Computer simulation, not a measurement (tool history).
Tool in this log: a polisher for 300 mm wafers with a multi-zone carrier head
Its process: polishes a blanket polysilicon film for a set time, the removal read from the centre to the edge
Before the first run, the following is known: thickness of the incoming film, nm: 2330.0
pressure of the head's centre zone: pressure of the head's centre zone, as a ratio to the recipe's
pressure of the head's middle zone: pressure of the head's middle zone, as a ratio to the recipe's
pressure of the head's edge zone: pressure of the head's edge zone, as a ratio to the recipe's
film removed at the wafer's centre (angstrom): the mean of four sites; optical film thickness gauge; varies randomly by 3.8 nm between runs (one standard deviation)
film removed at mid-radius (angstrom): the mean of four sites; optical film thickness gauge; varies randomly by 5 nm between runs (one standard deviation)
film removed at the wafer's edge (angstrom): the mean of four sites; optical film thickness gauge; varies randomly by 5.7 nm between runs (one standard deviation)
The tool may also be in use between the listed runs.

run	day	flow of slurry (ml/min)	pressure of the head's centre zone	pressure of the head's middle zone	pressure of the head's edge zone	polishing time (s)	film removed at the wafer's centre (angstrom)	film removed at mid-radius (angstrom)	film removed at the wafer's edge (angstrom)
1	0.000	220	1.00	1.00	1.00	64	5842.9	5984.6	5821.7
2	0.275	210	0.94	1.01	0.98	59	5064.5	5465.6	5323.0
3	0.433	210	0.94	1.01	0.98	69	5872.8	6338.5	6367.9
4	0.542	205	0.90	1.03	0.97	62	5083.1	5729.1	5607.9
5	0.879	205	0.90	1.03	0.91	62	5074.5	5746.2	5245.3
6	1.254	205	0.90	1.10	0.91	62	5061.7	6063.2	5336.1

What will run 7 give?
7	1.375	190	0.87	1.10	0.92	57	?	?	?

{"run 7": {"film removed at the wafer's centre (angstrom)": 4511.2, "film removed at mid-radius (angstrom)": 5468.2, "film removed at the wafer's edge (angstrom)": 4958.2}}
